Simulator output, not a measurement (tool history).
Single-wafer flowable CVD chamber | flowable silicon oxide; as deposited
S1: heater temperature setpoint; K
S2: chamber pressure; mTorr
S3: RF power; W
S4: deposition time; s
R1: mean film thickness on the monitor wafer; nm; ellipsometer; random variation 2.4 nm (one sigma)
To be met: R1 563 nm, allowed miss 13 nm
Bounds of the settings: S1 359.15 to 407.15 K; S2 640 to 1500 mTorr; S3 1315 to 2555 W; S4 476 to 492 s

run 1 hour=0 | S1=383.15 S2=1070 S3=1935 S4=476 | R1=295.32
run 2 hour=4.7 | S1=378.15 S2=1070 S3=1935 S4=476 | R1=356.4
run 3 hour=6.4 | S1=375.15 S2=1070 S3=1935 S4=476 | R1=396.05
run 4 hour=14.4 | S1=372.15 S2=1070 S3=1935 S4=476 | R1=447.91
run 5 hour=21.6 | S1=372.15 S2=890 S3=1935 S4=476 | R1=374.24
run 6 hour=26.3 | S1=369.15 S2=890 S3=1935 S4=476 | R1=416.82
run 7 hour=34.2 | S1=367.15 S2=890 S3=1935 S4=476 | R1=452.21
run 8 hour=35.9 | S1=365.15 S2=890 S3=1935 S4=476 | R1=487.74
run 9 hour=44 | S1=364.15 S2=890 S3=1935 S4=476 | R1=501.65
run 10 hour=46.3 | S1=363.15 S2=890 S3=1935 S4=476 | R1=520.65
run 11 hour=48.7 | S1=362.15 S2=890 S3=1935 S4=476 | R1=540.85

5 next moves are on the table. One of them brings every result within its allowed miss. Which?
run A hour=51.1 | S1=363.15 S2=940 S3=2015 S4=485 | R1=?
run B hour=51.1 | S1=361.15 S2=840 S3=1875 S4=486 | R1=?
run C hour=51.1 | S1=365.15 S2=940 S3=1835 S4=480 | R1=?
run D hour=51.1 | S1=364.15 S2=910 S3=2065 S4=476 | R1=?
run E hour=51.1 | S1=364.15 S2=910 S3=1785 S4=480 | R1=?

move=A R1=561.89
move=B R1=537.42
move=C R1=513.53
move=D R1=518.88
move=E R1=513.16
A: meets every target
B: further off than the last run
C: further off than the last run
D: further off than the last run
E: further off than the last run
The right move is A.

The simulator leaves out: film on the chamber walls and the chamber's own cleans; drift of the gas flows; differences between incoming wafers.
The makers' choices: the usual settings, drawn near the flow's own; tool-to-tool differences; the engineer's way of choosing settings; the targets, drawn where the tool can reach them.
